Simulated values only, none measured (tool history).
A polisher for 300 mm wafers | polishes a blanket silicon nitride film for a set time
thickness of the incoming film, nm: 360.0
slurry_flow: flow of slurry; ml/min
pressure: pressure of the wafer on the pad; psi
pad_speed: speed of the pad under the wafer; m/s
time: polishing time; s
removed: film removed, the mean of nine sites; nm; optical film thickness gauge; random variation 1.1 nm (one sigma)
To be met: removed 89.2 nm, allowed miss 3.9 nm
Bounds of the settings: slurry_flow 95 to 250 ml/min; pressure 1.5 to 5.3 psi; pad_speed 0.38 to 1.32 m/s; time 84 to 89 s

run,hour,slurry_flow,pressure,pad_speed,time,removed
1,0,160,3.4,0.84,84,115.15
2,2.4,160,4.2,0.84,84,137.41
3,7.4,160,3.8,0.84,84,124.8
4,8.8,160,3.2,0.84,84,110.81
5,14.3,160,3,0.84,84,103
6,17.3,200,3,0.84,84,107.42
7,22.7,200,3,0.84,84,109.63
8,27,195,2.8,0.84,84,101.85

4 next moves are on the table. One of them brings every result within its allowed miss. Which?
A,31.3,190,2.5,0.82,87,?
B,31.3,225,2.7,0.76,89,?
C,31.3,185,2.8,0.8,86,?
D,31.3,175,3.7,0.56,84,?

move,removed
A,95.733
B,99.723
C,100.36
D,90.448
A: nearer than the last run, and not there yet
B: nearer than the last run, and not there yet
C: nearer than the last run, and not there yet
D: meets every target
Move D is the one to make.

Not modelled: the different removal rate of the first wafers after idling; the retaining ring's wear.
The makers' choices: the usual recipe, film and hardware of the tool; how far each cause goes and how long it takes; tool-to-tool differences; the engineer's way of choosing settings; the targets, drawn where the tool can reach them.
